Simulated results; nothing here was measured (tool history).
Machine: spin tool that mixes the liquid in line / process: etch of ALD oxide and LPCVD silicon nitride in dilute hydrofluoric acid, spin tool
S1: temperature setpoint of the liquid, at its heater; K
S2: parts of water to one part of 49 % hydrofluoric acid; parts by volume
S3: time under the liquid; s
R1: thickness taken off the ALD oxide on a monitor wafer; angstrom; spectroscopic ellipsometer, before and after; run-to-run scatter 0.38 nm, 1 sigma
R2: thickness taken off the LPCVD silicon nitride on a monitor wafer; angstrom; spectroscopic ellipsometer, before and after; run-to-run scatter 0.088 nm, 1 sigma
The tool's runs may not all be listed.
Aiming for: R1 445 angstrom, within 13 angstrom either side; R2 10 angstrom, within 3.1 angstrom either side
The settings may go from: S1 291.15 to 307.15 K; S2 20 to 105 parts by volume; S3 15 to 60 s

run,hour,S1,S2,S3,R1,R2
1,0,299.15,55,30,173.4,3.5875
2,7.9,299.15,65,30,143.4,3.0713
3,16.5,296.15,65,30,127.74,2.5172
4,22,296.15,65,20,85.011,1.616
5,23.3,296.15,65,30,128.88,2.366
6,27.4,297.65,55,30,163.49,3.3476
7,34.9,299.15,50,30,192.35,4.0126
8,39.5,300.15,45,30,222,4.3151
9,43.4,301.15,40,30,261.55,5.0994
10,50.9,302.15,40,30,271.84,5.8993
11,52.8,302.65,35,30,323.25,7.2826

Consider the 4 candidate settings below. Which is the only one whose results all fall within their allowed miss of target?
A,54.7,302.65,35,45,?,?
B,54.7,303.65,35,40,?,?
C,54.7,291.15,20,35,?,?
D,54.7,301.65,40,25,?,?

move,R1,R2
A,480.61,9.7825
B,444.57,9.2802
C,411.69,5.9384
D,222.76,4.4663
A: moves the result that the last run missed by most past its target, out the other side
B: each result inside its tolerance
C: nearer the targets than the last run, but a result is still out of spec
D: misses by more than the last run did
Go with B: it meets all targets.

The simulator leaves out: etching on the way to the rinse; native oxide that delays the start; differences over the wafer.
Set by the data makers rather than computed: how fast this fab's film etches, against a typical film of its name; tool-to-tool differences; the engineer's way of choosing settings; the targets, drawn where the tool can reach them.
